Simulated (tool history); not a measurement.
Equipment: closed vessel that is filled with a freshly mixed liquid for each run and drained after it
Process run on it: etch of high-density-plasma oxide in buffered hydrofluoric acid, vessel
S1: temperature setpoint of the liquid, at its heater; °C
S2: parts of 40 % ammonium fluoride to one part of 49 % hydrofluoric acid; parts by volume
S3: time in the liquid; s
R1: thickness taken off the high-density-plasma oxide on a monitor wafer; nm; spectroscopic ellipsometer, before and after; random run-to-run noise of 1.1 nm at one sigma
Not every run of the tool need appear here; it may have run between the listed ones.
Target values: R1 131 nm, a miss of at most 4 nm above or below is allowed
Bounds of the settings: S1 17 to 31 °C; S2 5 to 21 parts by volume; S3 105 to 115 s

| run | day | S1 | S2 | S3 | R1 |
|---|---|---|---|---|---|
| 1 | 0 | 23 | 13 | 105 | 189.9 |
| 2 | 0.204 | 21.5 | 13 | 105 | 175.06 |
| 3 | 0.271 | 20.5 | 13 | 105 | 163.79 |
| 4 | 0.558 | 19.5 | 13 | 105 | 155.28 |
| 5 | 0.688 | 19 | 13 | 105 | 150.24 |
| 6 | 0.988 | 18.5 | 13 | 105 | 150.21 |
| 7 | 1.112 | 18.5 | 13 | 105 | 147.14 |
| 8 | 1.246 | 18 | 13 | 105 | 142.68 |
| 9 | 1.379 | 17.5 | 13 | 105 | 140.99 |

Consider the 4 candidate settings below. Which is the only one whose results all fall within their allowed miss of target?
| A | 1.512 | 17 | 12 | 105 | ? |
| B | 1.512 | 19.5 | 15.5 | 105 | ? |
| C | 1.512 | 17.5 | 12.5 | 115 | ? |
| D | 1.512 | 17 | 12.5 | 110 | ? |

| move | R1 |
|---|---|
| A | 146.25 |
| B | 131 |
| C | 158.35 |
| D | 147.2 |
A: moves away from the targets compared with the last run
B: every result within its allowed miss
C: moves away from the targets compared with the last run
D: moves away from the targets compared with the last run
Go with B: it meets all targets.
